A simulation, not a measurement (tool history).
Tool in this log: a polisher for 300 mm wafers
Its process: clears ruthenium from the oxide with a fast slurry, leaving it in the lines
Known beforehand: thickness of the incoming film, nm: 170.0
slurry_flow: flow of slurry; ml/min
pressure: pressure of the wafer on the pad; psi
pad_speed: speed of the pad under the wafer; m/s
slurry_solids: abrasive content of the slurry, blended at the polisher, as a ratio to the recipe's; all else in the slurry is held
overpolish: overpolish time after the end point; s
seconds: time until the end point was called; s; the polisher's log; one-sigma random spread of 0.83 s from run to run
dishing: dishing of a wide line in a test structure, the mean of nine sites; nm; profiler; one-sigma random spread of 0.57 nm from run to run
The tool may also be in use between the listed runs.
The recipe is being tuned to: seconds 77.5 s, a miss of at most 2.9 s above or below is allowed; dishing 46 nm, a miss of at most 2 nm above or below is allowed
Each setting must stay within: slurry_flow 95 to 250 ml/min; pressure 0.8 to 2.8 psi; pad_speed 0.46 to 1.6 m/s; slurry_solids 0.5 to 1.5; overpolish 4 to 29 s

run	hour	slurry_flow	pressure	pad_speed	slurry_solids	overpolish	seconds	dishing
1	0	160	1.8	1.02	1	15	56.15	42.408
2	4.2	155	1.7	1.02	1	16	59.426	42.833
3	10.3	155	1.7	1.02	1	11	59.577	29.865
4	18.5	155	1.7	1.02	1.1	11	55.479	31.136
5	22.1	140	1.7	1.02	1.1	11	57.076	30.756
6	27.7	140	1.7	1.24	1.1	11	50.46	34.76
7	32.9	135	1.6	1.24	1.05	13	55.651	37.621
8	37.5	130	1.5	1.24	1	14	60.943	36.994
9	42.5	125	1.5	1.24	1	15	59.973	40.692
10	45.2	120	1.4	1.24	1	16	64.921	39.945
11	48.9	115	1.4	1.24	1	17	65.868	42.048
12	56.8	110	1.4	1.24	1	18	63.721	43.156
13	65.1	110	1.4	1.24	1	18	65.358	42.296
14	68.8	110	1.4	1.24	0.95	19	66.592	45.32

4 next moves are on the table. One of them brings every result within its allowed miss. Which?
A	72.5	115	1.4	1.08	1	21	?	?
B	72.5	135	1.5	0.96	0.8	23	?	?
C	72.5	105	1.3	1.32	0.85	24	?	?
D	72.5	120	1.6	1.34	0.85	16	?	?

move	seconds	dishing
A	70.954	44.834
B	76.772	45.322
C	71.637	50.026
D	56.779	42.912
A: gains on the last run, yet a result remains outside its allowed miss
B: all results in spec
C: gains on the last run, yet a result remains outside its allowed miss
D: the biggest miss grows against the last run
B meets every target.
